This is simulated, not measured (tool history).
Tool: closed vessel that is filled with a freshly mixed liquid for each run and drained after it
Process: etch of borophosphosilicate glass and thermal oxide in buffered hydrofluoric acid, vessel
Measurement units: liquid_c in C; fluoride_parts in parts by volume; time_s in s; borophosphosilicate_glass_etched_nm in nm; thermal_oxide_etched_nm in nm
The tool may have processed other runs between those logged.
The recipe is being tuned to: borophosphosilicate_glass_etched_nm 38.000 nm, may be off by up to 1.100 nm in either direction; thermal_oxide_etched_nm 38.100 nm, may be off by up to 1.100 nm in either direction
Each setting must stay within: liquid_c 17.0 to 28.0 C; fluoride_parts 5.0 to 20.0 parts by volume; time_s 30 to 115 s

| run | hour | liquid_c | fluoride_parts | time_s | borophosphosilicate_glass_etched_nm | thermal_oxide_etched_nm |
|---|---|---|---|---|---|---|
| 1 | 0.0 | 20.0 | 12.0 | 60 | 48.998 | 50.209 |
| 2 | 3.5 | 20.0 | 12.0 | 80 | 66.761 | 67.004 |
| 3 | 10.3 | 19.5 | 13.0 | 80 | 59.793 | 59.022 |
| 4 | 14.2 | 19.5 | 13.0 | 95 | 71.495 | 71.375 |
| 5 | 22.3 | 19.0 | 14.0 | 95 | 63.263 | 63.305 |
| 6 | 31.0 | 18.5 | 15.0 | 95 | 58.534 | 57.937 |
| 7 | 32.3 | 18.5 | 16.0 | 95 | 54.274 | 54.364 |
| 8 | 34.7 | 18.0 | 16.5 | 95 | 51.841 | 51.461 |
| 9 | 37.2 | 18.0 | 17.0 | 95 | 49.754 | 49.839 |
| 10 | 38.4 | 18.0 | 17.5 | 95 | 48.216 | 49.156 |
| 11 | 43.8 | 18.0 | 18.0 | 95 | 48.086 | 47.142 |
| 12 | 46.0 | 18.0 | 18.5 | 95 | 45.802 | 46.782 |
| 13 | 52.4 | 17.5 | 19.0 | 90 | 41.855 | 41.755 |

Consider the 4 candidate settings below. Which is the only one whose results all fall within their allowed miss of target?
| A | 58.8 | 28.0 | 20.0 | 45 | ? | ? |
| B | 58.8 | 21.0 | 19.5 | 70 | ? | ? |
| C | 58.8 | 19.5 | 19.5 | 85 | ? | ? |
| D | 58.8 | 26.5 | 20.0 | 50 | ? | ? |

| move | borophosphosilicate_glass_etched_nm | thermal_oxide_etched_nm |
|---|---|---|
| A | 34.636 | 35.039 |
| B | 37.848 | 38.145 |
| C | 42.293 | 42.585 |
| D | 35.535 | 35.923 |
A: carries the result that was furthest off beyond its target, to the other side
B: hits every target within its allowed miss
C: lands further from the targets than the last run did
D: carries the result that was furthest off beyond its target, to the other side
Move B is the one to make.

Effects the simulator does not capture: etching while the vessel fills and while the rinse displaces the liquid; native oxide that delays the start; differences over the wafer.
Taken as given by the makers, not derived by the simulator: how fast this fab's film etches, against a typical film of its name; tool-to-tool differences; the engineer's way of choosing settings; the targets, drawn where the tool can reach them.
